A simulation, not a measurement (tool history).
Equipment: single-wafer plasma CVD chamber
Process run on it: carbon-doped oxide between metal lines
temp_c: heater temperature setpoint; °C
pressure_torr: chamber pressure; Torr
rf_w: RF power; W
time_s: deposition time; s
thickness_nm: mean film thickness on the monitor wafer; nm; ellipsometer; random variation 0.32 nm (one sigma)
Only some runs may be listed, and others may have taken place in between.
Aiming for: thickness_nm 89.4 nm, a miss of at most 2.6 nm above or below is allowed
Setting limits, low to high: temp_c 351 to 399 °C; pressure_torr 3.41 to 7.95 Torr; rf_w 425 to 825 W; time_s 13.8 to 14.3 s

{"run": 1, "hour": 0.0, "temp_c": 375, "pressure_torr": 5.68, "rf_w": 625, "time_s": 13.8, "thickness_nm": 72.622}
{"run": 2, "hour": 4.2, "temp_c": 375, "pressure_torr": 5.68, "rf_w": 625, "time_s": 14.3, "thickness_nm": 75.013}
{"run": 3, "hour": 5.5, "temp_c": 374, "pressure_torr": 5.8, "rf_w": 655, "time_s": 14.3, "thickness_nm": 78.53}
{"run": 4, "hour": 7.5, "temp_c": 374, "pressure_torr": 5.8, "rf_w": 655, "time_s": 13.8, "thickness_nm": 75.058}
{"run": 5, "hour": 10.6, "temp_c": 374, "pressure_torr": 5.8, "rf_w": 655, "time_s": 13.8, "thickness_nm": 75.337}
{"run": 6, "hour": 13.2, "temp_c": 374, "pressure_torr": 5.8, "rf_w": 655, "time_s": 13.8, "thickness_nm": 75.73}
{"run": 7, "hour": 14.3, "temp_c": 374, "pressure_torr": 5.93, "rf_w": 675, "time_s": 13.8, "thickness_nm": 77.31}
{"run": 8, "hour": 15.6, "temp_c": 374, "pressure_torr": 6.03, "rf_w": 695, "time_s": 13.8, "thickness_nm": 79.193}
{"run": 9, "hour": 22.7, "temp_c": 374, "pressure_torr": 6.12, "rf_w": 715, "time_s": 13.8, "thickness_nm": 80.989}
{"run": 10, "hour": 26.0, "temp_c": 374, "pressure_torr": 6.2, "rf_w": 730, "time_s": 13.8, "thickness_nm": 82.176}
{"run": 11, "hour": 29.6, "temp_c": 374, "pressure_torr": 6.27, "rf_w": 745, "time_s": 13.8, "thickness_nm": 83.532}
{"run": 12, "hour": 35.0, "temp_c": 374, "pressure_torr": 6.33, "rf_w": 755, "time_s": 13.8, "thickness_nm": 83.73}

4 next moves are on the table. One of them brings every result within its allowed miss. Which?
{"run": "A", "hour": 40.4, "temp_c": 376, "pressure_torr": 6.07, "rf_w": 735, "time_s": 13.8, "thickness_nm": "?"}
{"run": "B", "hour": 40.4, "temp_c": 383, "pressure_torr": 6.22, "rf_w": 770, "time_s": 13.8, "thickness_nm": "?"}
{"run": "C", "hour": 40.4, "temp_c": 371, "pressure_torr": 6.29, "rf_w": 730, "time_s": 13.8, "thickness_nm": "?"}
{"run": "D", "hour": 40.4, "temp_c": 388, "pressure_torr": 6.9, "rf_w": 820, "time_s": 14.3, "thickness_nm": "?"}

move=A thickness_nm=82.388
move=B thickness_nm=84.003
move=C thickness_nm=83.264
move=D thickness_nm=90.539
A: its largest miss is bigger than the last run's
B: as far off as the last run
C: its largest miss is bigger than the last run's
D: all results in spec
Move D is the one to make.
